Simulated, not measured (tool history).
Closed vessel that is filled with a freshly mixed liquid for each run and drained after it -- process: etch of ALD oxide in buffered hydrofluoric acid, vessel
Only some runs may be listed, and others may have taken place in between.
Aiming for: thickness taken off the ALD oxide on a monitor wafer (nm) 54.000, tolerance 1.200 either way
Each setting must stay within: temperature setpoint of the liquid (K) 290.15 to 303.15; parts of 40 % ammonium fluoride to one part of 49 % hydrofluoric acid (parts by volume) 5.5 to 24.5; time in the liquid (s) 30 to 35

run	hour	temperature setpoint of the liquid (K)	parts of 40 % ammonium fluoride to one part of 49 % hydrofluoric acid (parts by volume)	time in the liquid (s)	thickness taken off the ALD oxide on a monitor wafer (nm)
1	0.0	295.15	15.0	35	81.292
2	6.5	294.15	15.5	35	74.739
3	7.5	291.65	15.5	35	64.707
4	10.2	291.65	13.0	35	76.891
5	17.9	290.15	13.0	35	70.046
6	23.5	290.15	13.0	35	69.644
7	28.2	290.15	13.5	35	68.003
# hour 30.4: hydrofluoric acid flow meter replaced
8	30.4	290.15	14.0	35	68.916

4 candidate next runs follow, results not yet known. Just one meets every target within its allowed miss. Identify it.
A	32.6	290.15	15.5	30	?
B	32.6	290.65	13.0	35	?
C	32.6	295.65	18.0	30	?
D	32.6	290.15	16.5	30	?

move	thickness taken off the ALD oxide on a monitor wafer (nm)
A	53.214
B	75.938
C	62.551
D	50.033
A: all results land within tolerance of their targets
B: misses by more than the last run did
C: nearer the targets than the last run, but a result is still out of spec
D: pushes the last run's worst result past its target
Answer: A
